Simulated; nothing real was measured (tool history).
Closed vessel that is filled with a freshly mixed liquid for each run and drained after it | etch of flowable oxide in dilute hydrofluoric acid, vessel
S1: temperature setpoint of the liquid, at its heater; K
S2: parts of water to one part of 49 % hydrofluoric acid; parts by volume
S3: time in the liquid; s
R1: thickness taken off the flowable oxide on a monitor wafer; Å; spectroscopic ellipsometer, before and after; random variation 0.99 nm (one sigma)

run,hour,S1,S2,S3,R1
1,0.0,297.15,95,90,494.36
2,5.0,297.15,95,90,496.59
3,12.5,299.65,80,90,652.82
4,16.7,301.15,80,90,699.02
5,18.0,301.15,110,90,490.99
6,26.6,301.15,110,90,486.42

Forecast run 7:
7,32.8,302.15,90,90,?

Run 7 gave R1 633.65 Å.
